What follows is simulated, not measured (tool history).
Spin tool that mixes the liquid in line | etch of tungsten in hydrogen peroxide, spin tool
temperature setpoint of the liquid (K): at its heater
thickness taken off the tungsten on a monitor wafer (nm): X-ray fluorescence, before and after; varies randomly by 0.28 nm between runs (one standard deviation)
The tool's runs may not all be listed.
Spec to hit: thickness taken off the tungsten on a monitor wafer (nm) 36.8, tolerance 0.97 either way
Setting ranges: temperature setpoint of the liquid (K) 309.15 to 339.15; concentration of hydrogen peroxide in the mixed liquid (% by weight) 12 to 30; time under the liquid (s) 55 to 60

run	hour	temperature setpoint of the liquid (K)	concentration of hydrogen peroxide in the mixed liquid (% by weight)	time under the liquid (s)	thickness taken off the tungsten on a monitor wafer (nm)
1	0	325.15	23	55	63.907
2	6.6	325.15	23	55	65.068
3	11.7	325.15	23	55	65.046
4	13.5	325.15	23	55	65.018
5	15.2	325.15	23	60	70.596
6	18.3	325.15	28	60	77.623
7	18.8	317.15	27.5	60	47.334
8	20.3	316.15	27.5	60	43.91
9	27.7	316.15	27.5	60	43.529
10	36.7	315.65	27.5	60	43.127
11	40.1	315.15	27.5	60	41.228
12	44.6	314.65	27.5	60	39.763
13	52.3	314.15	27.5	60	39.038

Consider the 4 candidate settings below. Which is the only one whose results all fall within their allowed miss of target?
A	60	314.15	24.5	60	?
B	60	315.15	29	60	?
C	60	314.65	28	60	?
D	60	318.65	17	60	?

move	thickness taken off the tungsten on a monitor wafer (nm)
A	36.34
B	42.169
C	40.123
D	40.33
A: hits every target within its allowed miss
B: lands further from the targets than the last run did
C: lands further from the targets than the last run did
D: lands further from the targets than the last run did
A is the move that brings every result within its allowed miss.

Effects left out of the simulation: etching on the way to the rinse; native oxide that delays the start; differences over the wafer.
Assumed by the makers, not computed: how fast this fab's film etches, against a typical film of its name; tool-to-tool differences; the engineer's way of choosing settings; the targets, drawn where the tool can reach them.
